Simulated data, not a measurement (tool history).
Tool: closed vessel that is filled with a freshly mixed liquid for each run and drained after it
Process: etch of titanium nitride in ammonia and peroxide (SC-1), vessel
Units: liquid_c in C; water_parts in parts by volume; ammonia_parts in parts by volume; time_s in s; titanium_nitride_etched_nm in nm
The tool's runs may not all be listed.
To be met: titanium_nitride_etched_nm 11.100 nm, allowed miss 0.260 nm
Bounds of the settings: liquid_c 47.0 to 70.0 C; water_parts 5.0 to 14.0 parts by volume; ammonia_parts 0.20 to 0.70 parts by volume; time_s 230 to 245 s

run,day,liquid_c,water_parts,ammonia_parts,time_s,titanium_nitride_etched_nm
1,0.000,63.0,7.5,0.40,230,28.802
2,0.258,63.0,7.5,0.40,230,29.311
3,0.512,60.5,7.5,0.40,230,24.640
4,0.588,58.5,7.5,0.40,230,21.549
5,0.950,58.5,7.5,0.40,230,21.352
6,1.167,57.0,7.5,0.40,230,19.949
7,1.350,55.5,7.5,0.40,230,17.854
8,1.546,54.5,7.5,0.40,230,16.678

5 next moves are on the table. One of them brings every result within its allowed miss. Which?
A,1.742,51.0,9.0,0.40,230,?
B,1.742,48.0,7.5,0.50,245,?
C,1.742,50.5,8.5,0.35,230,?
D,1.742,50.5,9.5,0.40,245,?
E,1.742,49.0,7.0,0.30,230,?

move,titanium_nitride_etched_nm
A,11.889
B,11.710
C,11.552
D,11.893
E,11.179
A: nearer than the last run, and not there yet
B: nearer than the last run, and not there yet
C: nearer than the last run, and not there yet
D: nearer than the last run, and not there yet
E: meets every target
Answer: E

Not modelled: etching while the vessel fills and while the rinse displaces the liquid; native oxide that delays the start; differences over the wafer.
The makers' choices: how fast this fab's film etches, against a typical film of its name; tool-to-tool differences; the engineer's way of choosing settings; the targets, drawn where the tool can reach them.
